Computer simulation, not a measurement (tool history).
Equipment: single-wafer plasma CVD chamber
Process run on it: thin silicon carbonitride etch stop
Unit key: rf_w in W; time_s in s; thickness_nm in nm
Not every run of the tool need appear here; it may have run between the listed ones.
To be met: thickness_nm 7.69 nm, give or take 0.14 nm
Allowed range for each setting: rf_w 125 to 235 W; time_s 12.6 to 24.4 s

run  hour  rf_w  time_s  thickness_nm
  1     0   180    18.5        9.8922
  2     6   160    18.5        9.3987
  3  10.5   150    17.8        8.8459
  4  19.5   150    16.2        8.0081
  5  20.6   150    14.1          7.04
  6  26.3   160    14.2        7.2348
  7  30.9   165    14.3         7.387
  8  32.6   170    14.3        7.4819

4 candidate next runs follow, results not yet known. Just one meets every target within its allowed miss. Identify it.
  A  34.3   170    14.1             ?
  B  34.3   175      14             ?
  C  34.3   135    15.2             ?
  D  34.3   170    14.7             ?

move  thickness_nm
   A        7.3429
   B        7.3756
   C        7.1874
   D        7.6554
A: the biggest miss grows against the last run
B: the biggest miss grows against the last run
C: the biggest miss grows against the last run
D: all results land within tolerance of their targets
Answer: D
